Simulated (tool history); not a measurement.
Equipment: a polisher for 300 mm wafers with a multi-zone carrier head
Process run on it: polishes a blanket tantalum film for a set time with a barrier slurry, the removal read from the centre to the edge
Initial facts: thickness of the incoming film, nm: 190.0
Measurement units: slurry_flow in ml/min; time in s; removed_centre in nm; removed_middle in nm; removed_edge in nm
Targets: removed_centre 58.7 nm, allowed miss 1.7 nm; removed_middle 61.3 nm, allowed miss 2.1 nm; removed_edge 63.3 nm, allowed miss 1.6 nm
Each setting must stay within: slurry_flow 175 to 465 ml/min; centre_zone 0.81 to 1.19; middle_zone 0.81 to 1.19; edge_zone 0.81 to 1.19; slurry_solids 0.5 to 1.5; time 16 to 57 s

run    day  slurry_flow  centre_zone  middle_zone  edge_zone  slurry_solids  time  removed_centre  removed_middle  removed_edge
  1      0          295            1            1          1              1    36           71.82          69.218        68.029
  2  0.104          295            1         1.06          1              1    36          72.722          73.388         68.63
  3  0.379          285         0.97         1.02       0.99              1    36          69.484          70.991        67.968
  4  0.662          285         0.97         1.02       0.99              1    28          53.923          53.281        52.875
  5  0.975          295         0.97         1.04       1.04           1.05    28          55.384           56.36         54.88
  6  1.158          300         0.96         1.03       1.07            1.1    28          55.857          56.115        56.678
  7  1.317          310         0.95         1.04        1.1           1.15    28          56.242          57.704        58.044
  8  1.554          320         0.95         1.04       1.12            1.2    28          56.178          59.207        59.451
  9  1.612          325         0.95         1.04       1.14            1.2    28          55.759          59.259        60.231
 10  1.683          335         0.96         1.04       1.15            1.2    28          56.594          59.247        60.527
 11  1.758          340         0.96         1.04       1.16            1.2    28          57.432          58.752        61.369
 12  1.812          345         0.96         1.05       1.17            1.2    28          57.655          59.419        61.126
 13  2.158          345         0.96         1.05       1.17            1.2    28          58.206          59.624        61.258
 14    2.5          350         0.96         1.05       1.17            1.2    28          57.122          59.441        61.361
 15  2.717          355         0.96         1.05       1.18            1.2    28          56.899           59.01        61.182

Exercise: of the 4 proposed moves below, exactly one satisfies all targets within the stated allowed misses. Which move is it?
  A  2.933          295         0.96         1.06       1.19           1.25    29               ?               ?             ?
  B  2.933          405         0.94         0.91       1.18           1.35    28               ?               ?             ?
  C  2.933          395         0.91         0.99       1.18            1.1    29               ?               ?             ?
  D  2.933          460         0.89         1.06       1.13           0.95    30               ?               ?             ?

move  removed_centre  removed_middle  removed_edge
   A          58.047          62.198        64.384
   B          57.486          55.235        64.429
   C          54.756          58.324         63.35
   D           53.93          62.152        62.064
A: in spec on every target
B: the worst result of the last run now meets its target, but another is out of spec
C: the worst result of the last run now meets its target, but another is out of spec
D: the worst result of the last run now meets its target, but another is out of spec
Correct choice: A, which meets every target
